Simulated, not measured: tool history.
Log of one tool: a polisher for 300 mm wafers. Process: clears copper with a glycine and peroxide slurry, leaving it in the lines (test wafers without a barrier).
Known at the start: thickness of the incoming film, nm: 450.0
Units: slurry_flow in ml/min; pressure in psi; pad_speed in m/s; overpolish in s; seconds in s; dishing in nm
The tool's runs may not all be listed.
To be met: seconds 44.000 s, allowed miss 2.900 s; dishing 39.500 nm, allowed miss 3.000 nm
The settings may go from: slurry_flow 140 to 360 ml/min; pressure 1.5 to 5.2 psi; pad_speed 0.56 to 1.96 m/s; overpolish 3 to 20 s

run	hour	slurry_flow	pressure	pad_speed	overpolish	seconds	dishing
1	0.0	230	3.3	1.26	10	61.760	45.609
2	4.7	280	3.3	1.26	10	60.734	45.643
3	7.4	280	3.3	1.26	13	61.848	56.374
4	11.3	280	3.4	1.26	12	58.324	53.460
5	12.5	320	3.4	1.26	12	56.070	56.048
6	18.4	320	3.4	1.26	9	58.343	42.675
7	23.4	320	3.5	1.26	9	58.752	45.465
8	29.4	320	3.6	1.30	8	53.256	42.752
9	32.7	320	3.7	1.30	8	53.713	43.528
10	37.9	320	3.8	1.32	8	51.800	44.214
11	41.9	320	3.9	1.32	8	50.604	44.021
12	45.0	320	4.0	1.32	8	49.756	45.344
13	53.1	320	4.1	1.32	8	48.859	45.113
14	60.1	320	4.2	1.32	8	47.422	46.628

Which of these 5 next moves meets every target?
A	67.1	355	4.9	1.26	8	?	?
B	67.1	290	4.2	1.44	6	?	?
C	67.1	310	4.1	1.20	7	?	?
D	67.1	345	3.8	1.42	8	?	?
E	67.1	350	3.5	1.48	8	?	?

move	seconds	dishing
A	44.131	49.894
B	45.165	39.324
C	53.475	38.980
D	48.636	46.084
E	49.886	45.090
A: further off than the last run
B: meets every target
C: brings the result that was furthest off to its target, and leaves another outside
D: nearer than the last run, and not there yet
E: nearer than the last run, and not there yet
The right move is B.
